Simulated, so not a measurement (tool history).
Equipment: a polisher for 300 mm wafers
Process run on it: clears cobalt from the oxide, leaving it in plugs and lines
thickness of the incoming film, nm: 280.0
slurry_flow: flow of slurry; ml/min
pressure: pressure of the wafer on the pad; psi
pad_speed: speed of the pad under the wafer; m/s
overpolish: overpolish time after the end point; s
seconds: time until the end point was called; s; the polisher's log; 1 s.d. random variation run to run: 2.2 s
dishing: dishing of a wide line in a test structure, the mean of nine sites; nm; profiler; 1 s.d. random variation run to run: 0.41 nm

| run | hour | slurry_flow | pressure | pad_speed | overpolish | seconds | dishing |
|---|---|---|---|---|---|---|---|
| 1 | 0 | 290 | 2.2 | 1.02 | 8 | 54.075 | 26.658 |
| 2 | 9 | 290 | 2 | 0.98 | 9 | 60.753 | 26.849 |
| 3 | 15.4 | 290 | 2.6 | 0.98 | 9 | 47.802 | 30.396 |
| 4 | 18.5 | 290 | 2.4 | 0.94 | 9 | 55.149 | 29.697 |
| 5 | 27.2 | 290 | 2.4 | 1.04 | 9 | 49.104 | 29.913 |
| 6 | 29.5 | 290 | 2.7 | 1.04 | 9 | 46.383 | 32.073 |

Forecast run 7:
| 7 | 37.8 | 290 | 2.7 | 1.04 | 9 | ? | ? |

Run 7 produced seconds 44.717 s, dishing 33.319 nm.
